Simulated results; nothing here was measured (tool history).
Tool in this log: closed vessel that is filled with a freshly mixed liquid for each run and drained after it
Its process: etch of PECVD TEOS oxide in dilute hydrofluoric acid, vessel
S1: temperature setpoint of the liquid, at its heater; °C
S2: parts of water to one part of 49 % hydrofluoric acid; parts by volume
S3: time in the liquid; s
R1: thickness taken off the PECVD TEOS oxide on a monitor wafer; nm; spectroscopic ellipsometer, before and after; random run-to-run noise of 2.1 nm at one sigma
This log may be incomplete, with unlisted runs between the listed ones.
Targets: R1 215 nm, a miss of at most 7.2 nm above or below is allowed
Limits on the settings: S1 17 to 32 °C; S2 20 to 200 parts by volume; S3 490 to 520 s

Run 1, hour 0: S1 24 °C, S2 110 parts by volume, S3 490 s. Result: R1 94.375 nm.
Run 2, hour 3.1: S1 25 °C, S2 100 parts by volume, S3 490 s. Result: R1 109.89 nm.
Run 3, hour 9.1: S1 25 °C, S2 100 parts by volume, S3 520 s. Result: R1 116.47 nm.
Run 4, hour 15.4: S1 25 °C, S2 100 parts by volume, S3 520 s. Result: R1 115.62 nm.
Run 5, hour 23.5: S1 26 °C, S2 95 parts by volume, S3 520 s. Result: R1 127.61 nm.
Run 6, hour 32.3: S1 27 °C, S2 90 parts by volume, S3 520 s. Result: R1 140.88 nm.
Run 7, hour 39.7: S1 27.5 °C, S2 85 parts by volume, S3 520 s. Result: R1 152.1 nm.
Run 8, hour 44.9: S1 31.5 °C, S2 65 parts by volume, S3 520 s. Result: R1 237.82 nm.

Which single option among these 4 for the next run brings every result within its allowed miss of target? Just one does.
Run A, hour 50.1: S1 31 °C, S2 65 parts by volume, S3 510 s. Result: R1 ?.
Run B, hour 50.1: S1 30 °C, S2 65 parts by volume, S3 500 s. Result: R1 ?.
Run C, hour 50.1: S1 30.5 °C, S2 60 parts by volume, S3 500 s. Result: R1 ?.
Run D, hour 50.1: S1 30.5 °C, S2 65 parts by volume, S3 510 s. Result: R1 ?.

move      R1
   A  233.31
   B  220.09
   C  244.94
   D  228.87
A: closer than the last run, but not yet in spec
B: in spec on every target
C: misses by more than the last run did
D: closer than the last run, but not yet in spec
The move that meets every target is B.
